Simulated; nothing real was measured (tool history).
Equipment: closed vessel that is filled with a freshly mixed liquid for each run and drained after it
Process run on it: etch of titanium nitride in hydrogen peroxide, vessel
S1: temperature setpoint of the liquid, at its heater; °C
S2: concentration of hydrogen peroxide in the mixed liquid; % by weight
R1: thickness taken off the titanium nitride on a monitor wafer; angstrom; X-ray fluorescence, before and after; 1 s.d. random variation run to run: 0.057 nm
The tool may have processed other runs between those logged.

run 1 hour=0.0 | S1=56.0 S2=22.5 time_in_the_liquid_(s)=220 | R1=246.84
run 2 hour=3.7 | S1=56.0 S2=22.5 time_in_the_liquid_(s)=220 | R1=245.56
run 3 hour=8.9 | S1=62.5 S2=22.5 time_in_the_liquid_(s)=220 | R1=379.84
run 4 hour=10.5 | S1=62.5 S2=22.5 time_in_the_liquid_(s)=220 | R1=379.05
run 5 hour=12.2 | S1=62.5 S2=22.5 time_in_the_liquid_(s)=240 | R1=413.93
run 6 hour=17.8 | S1=62.5 S2=18.0 time_in_the_liquid_(s)=240 | R1=394.26
run 7 hour=22.8 | S1=62.5 S2=18.0 time_in_the_liquid_(s)=240 | R1=397.54
run 8 hour=30.4 | S1=59.0 S2=18.0 time_in_the_liquid_(s)=240 | R1=311.63
run 9 hour=37.1 | S1=59.0 S2=18.0 time_in_the_liquid_(s)=240 | R1=310.94

Predict the results of run 10:
-- hour=41.6 thermometer replaced
run 10 hour=41.6 | S1=56.5 S2=18.0 time_in_the_liquid_(s)=240 | R1=?

For run 10 the tool returned R1 242.89 angstrom.

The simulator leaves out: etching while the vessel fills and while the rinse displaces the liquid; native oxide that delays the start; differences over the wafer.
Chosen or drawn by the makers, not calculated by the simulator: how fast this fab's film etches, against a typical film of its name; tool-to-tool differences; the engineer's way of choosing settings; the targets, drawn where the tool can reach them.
